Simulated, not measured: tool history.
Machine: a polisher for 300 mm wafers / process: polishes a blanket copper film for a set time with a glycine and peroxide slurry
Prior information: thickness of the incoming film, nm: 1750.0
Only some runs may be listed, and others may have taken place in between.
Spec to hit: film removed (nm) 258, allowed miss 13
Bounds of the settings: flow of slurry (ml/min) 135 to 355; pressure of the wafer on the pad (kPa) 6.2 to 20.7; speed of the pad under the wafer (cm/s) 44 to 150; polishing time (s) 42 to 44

run,hour,flow of slurry (ml/min),pressure of the wafer on the pad (kPa),speed of the pad under the wafer (cm/s),polishing time (s),film removed (nm)
1,0,225,13.1,96,42,196.74
2,1,225,13.1,118,42,232.61
3,2.1,225,13.8,118,42,235.55
4,10.1,180,13.8,118,42,233.14
5,11.9,180,13.8,108,42,210.92
6,20.3,185,14.5,108,42,228.35
7,24.7,185,15.2,108,42,230.7
8,29.2,185,15.9,108,42,236.5

Next run, 4 choices. One meets every target within its allowed miss, the rest don't. Which?
A,33.7,155,15.9,102,42,?
B,33.7,175,14.5,102,42,?
C,33.7,210,16.5,92,44,?
D,33.7,180,16.5,110,44,?

move,film removed (nm)
A,219.11
B,211.35
C,228.33
D,257.29
A: further off than the last run
B: further off than the last run
C: further off than the last run
D: meets every target
The right move is D.
